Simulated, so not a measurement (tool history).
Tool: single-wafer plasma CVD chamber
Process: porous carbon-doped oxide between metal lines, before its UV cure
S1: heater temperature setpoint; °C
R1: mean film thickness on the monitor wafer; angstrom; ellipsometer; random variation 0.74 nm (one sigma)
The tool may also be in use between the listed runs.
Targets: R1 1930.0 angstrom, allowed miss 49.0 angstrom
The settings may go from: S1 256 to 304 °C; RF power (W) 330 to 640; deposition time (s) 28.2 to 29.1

Run 1, hour 0.0: S1 280 °C, RF power (W) 485, deposition time (s) 28.2. Result: R1 1588.7 angstrom.
Run 2, hour 5.6: S1 286 °C, RF power (W) 485, deposition time (s) 28.2. Result: R1 1540.8 angstrom.
Run 3, hour 10.2: S1 280 °C, RF power (W) 505, deposition time (s) 28.3. Result: R1 1648.2 angstrom.
Run 4, hour 17.8: S1 280 °C, RF power (W) 505, deposition time (s) 28.2. Result: R1 1628.0 angstrom.
Run 5, hour 22.6: S1 280 °C, RF power (W) 505, deposition time (s) 29.1. Result: R1 1684.3 angstrom.
Run 6, hour 31.2: S1 280 °C, RF power (W) 555, deposition time (s) 29.1. Result: R1 1782.7 angstrom.
Run 7, hour 39.3: S1 277 °C, RF power (W) 560, deposition time (s) 29.1. Result: R1 1830.7 angstrom.
Run 8, hour 43.1: S1 275 °C, RF power (W) 565, deposition time (s) 29.1. Result: R1 1846.5 angstrom.

Which of these 4 next moves meets every target?
Run A, hour 46.9: S1 263 °C, RF power (W) 625, deposition time (s) 28.2. Result: R1 ?.
Run B, hour 46.9: S1 267 °C, RF power (W) 630, deposition time (s) 29.1. Result: R1 ?.
Run C, hour 46.9: S1 262 °C, RF power (W) 570, deposition time (s) 28.2. Result: R1 ?.
Run D, hour 46.9: S1 267 °C, RF power (W) 615, deposition time (s) 29.1. Result: R1 ?.

move      R1
   A  2057.8
   B  2081.9
   C  1958.8
   D  2052.0
A: takes the result that was furthest off past its target
B: takes the result that was furthest off past its target
C: meets every target
D: takes the result that was furthest off past its target
Answer: C
